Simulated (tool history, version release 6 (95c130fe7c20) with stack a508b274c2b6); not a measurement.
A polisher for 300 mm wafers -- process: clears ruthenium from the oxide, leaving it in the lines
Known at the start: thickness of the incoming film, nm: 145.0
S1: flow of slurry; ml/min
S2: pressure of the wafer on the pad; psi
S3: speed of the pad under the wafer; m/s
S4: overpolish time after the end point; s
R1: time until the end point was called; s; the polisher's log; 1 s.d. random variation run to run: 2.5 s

run,hour,S1,S2,S3,S4,R1
1,0.0,160,2.0,0.88,39,128.37
2,7.1,160,2.0,0.76,39,146.57
3,8.4,160,1.6,0.76,39,184.61
4,11.8,160,1.5,0.76,39,197.35
5,16.0,160,1.5,0.94,39,165.66
6,20.0,130,1.5,0.94,39,171.79
7,26.7,130,1.4,0.94,39,186.41

The next listed run, before its measurement:
8,35.0,125,1.4,0.94,39,?

{"run 8": {"R1": 185.69}}

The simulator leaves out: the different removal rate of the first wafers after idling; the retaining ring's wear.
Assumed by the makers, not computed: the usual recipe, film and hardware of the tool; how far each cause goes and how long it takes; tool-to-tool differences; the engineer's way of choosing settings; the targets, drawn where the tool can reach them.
